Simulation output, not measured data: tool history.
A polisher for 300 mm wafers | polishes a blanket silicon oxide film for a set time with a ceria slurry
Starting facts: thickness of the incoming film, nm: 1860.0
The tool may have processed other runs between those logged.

run  hour  flow of slurry (ml/min)  pressure of the wafer on the pad (kPa)  speed of the pad under the wafer (cm/s)  polishing time (s)  film removed (angstrom)
  1   0.0                      300                                    24.8                                      142                  54                   4345.9
  2   6.4                      300                                    24.8                                      142                  57                   4634.5
  3  11.8                      300                                    26.2                                      142                  57                   4816.9
  4  14.4                      300                                    27.6                                      144                  57                   5236.5
  5  20.5                      300                                    29.0                                      144                  57                   5452.9
  6  21.7                      300                                    30.3                                      144                  57                   5740.4
     22.6  -- head pressure recalibrated
  7  22.6                      300                                    31.7                                      144                  57                   5434.5
  8  25.2                      300                                    32.4                                      148                  57                   5600.8
  9  29.9                      300                                    33.1                                      154                  57                   6048.8

What will run 10 give?
 10  33.7                      300                                    33.8                                      158                  57                        ?

{"run 10": {"film removed (angstrom)": 6337.7}}
